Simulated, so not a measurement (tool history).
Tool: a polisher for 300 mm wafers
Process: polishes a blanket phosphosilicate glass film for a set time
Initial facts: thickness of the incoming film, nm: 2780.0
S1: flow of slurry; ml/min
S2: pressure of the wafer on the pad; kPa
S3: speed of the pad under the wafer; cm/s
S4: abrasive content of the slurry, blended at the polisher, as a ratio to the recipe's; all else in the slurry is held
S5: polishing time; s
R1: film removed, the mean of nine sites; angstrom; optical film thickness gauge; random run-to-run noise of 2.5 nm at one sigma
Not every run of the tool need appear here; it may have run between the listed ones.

run	hour	S1	S2	S3	S4	S5	R1
1	0	210	26.2	114	1	29	3682.9
2	2	210	23.4	114	1	29	3298.6
3	8.5	210	21.4	114	1	29	2993.8
4	14.1	240	21.4	114	1	29	3139.8
5	15.8	205	21.4	114	1	29	3047.1
6	16.7	205	21.4	114	1	26	2717.6
7	25.4	195	20.7	114	1	26	2641.1
8	33	190	20	114	1	26	2520.9
9	38.4	180	19.3	114	1	26	2423.5
10	46.5	175	19.3	114	1	26	2414.6
11	47.1	170	19.3	114	1	26	2340.6

Run 12, settings as shown, results not yet in. Your forecast:
12	55	165	19.3	114	1	26	?

{"run 12": {"R1": 2385.3}}
